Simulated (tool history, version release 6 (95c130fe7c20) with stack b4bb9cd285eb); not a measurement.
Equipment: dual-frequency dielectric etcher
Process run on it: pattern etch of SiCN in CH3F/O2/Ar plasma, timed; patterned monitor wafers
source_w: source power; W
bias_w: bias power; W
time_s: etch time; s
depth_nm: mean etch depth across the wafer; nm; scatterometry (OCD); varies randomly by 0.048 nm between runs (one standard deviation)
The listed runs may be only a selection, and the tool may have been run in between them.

| run | day | source_w | bias_w | time_s | depth_nm |
|---|---|---|---|---|---|
| 1 | 0.000 | 370 | 96 | 51.5 | 19.663 |
| 2 | 0.142 | 400 | 99 | 51.5 | 20.621 |
| 3 | 0.333 | 420 | 101 | 51.5 | 21.455 |
| 4 | 0.417 | 430 | 102 | 51.5 | 21.678 |
| 5 | 0.529 | 430 | 102 | 46.5 | 19.511 |
| 6 | 0.696 | 430 | 92 | 46.5 | 18.791 |

Forecast run 7:
|  | 1.054 | source power generator calibrated |
| 7 | 1.054 | 440 | 99 | 47.0 | ? |

{"run 7": {"depth_nm": 20.262}}
